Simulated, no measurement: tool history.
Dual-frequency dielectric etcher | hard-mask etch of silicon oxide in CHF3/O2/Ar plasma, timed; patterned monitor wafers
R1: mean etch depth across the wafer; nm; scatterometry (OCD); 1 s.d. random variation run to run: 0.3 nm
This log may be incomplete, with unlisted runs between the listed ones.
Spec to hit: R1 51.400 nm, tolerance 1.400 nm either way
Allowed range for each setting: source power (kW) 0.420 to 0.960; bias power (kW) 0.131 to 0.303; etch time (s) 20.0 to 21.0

Run 1, hour 0.0: source power (kW) 0.690, bias power (kW) 0.217, etch time (s) 20.0. Result: R1 43.364 nm.
Run 2, hour 7.9: source power (kW) 0.690, bias power (kW) 0.217, etch time (s) 21.0. Result: R1 45.492 nm.
Run 3, hour 11.9: source power (kW) 0.690, bias power (kW) 0.217, etch time (s) 20.0. Result: R1 43.492 nm.
Run 4, hour 15.4: source power (kW) 0.690, bias power (kW) 0.217, etch time (s) 21.0. Result: R1 45.935 nm.
Run 5, hour 18.7: source power (kW) 0.710, bias power (kW) 0.220, etch time (s) 21.0. Result: R1 46.299 nm.
Run 6, hour 23.6: source power (kW) 0.730, bias power (kW) 0.224, etch time (s) 21.0. Result: R1 48.021 nm.
Run 7, hour 27.0: source power (kW) 0.740, bias power (kW) 0.225, etch time (s) 21.0. Result: R1 47.728 nm.
Run 8, hour 30.3: source power (kW) 0.750, bias power (kW) 0.227, etch time (s) 21.0. Result: R1 48.497 nm.

Of the 4 settings listed for the next run, only one would bring every result within its allowed miss of target. Which one?
Run A, hour 33.6: source power (kW) 0.800, bias power (kW) 0.217, etch time (s) 21.0. Result: R1 ?.
Run B, hour 33.6: source power (kW) 0.720, bias power (kW) 0.267, etch time (s) 21.0. Result: R1 ?.
Run C, hour 33.6: source power (kW) 0.800, bias power (kW) 0.233, etch time (s) 20.5. Result: R1 ?.
Run D, hour 33.6: source power (kW) 0.880, bias power (kW) 0.188, etch time (s) 20.5. Result: R1 ?.

move      R1
   A  49.270
   B  50.848
   C  49.472
   D  47.602
A: better than the last run, though not everything is in spec
B: all results land within tolerance of their targets
C: better than the last run, though not everything is in spec
D: lands further from the targets than the last run did
Answer: B
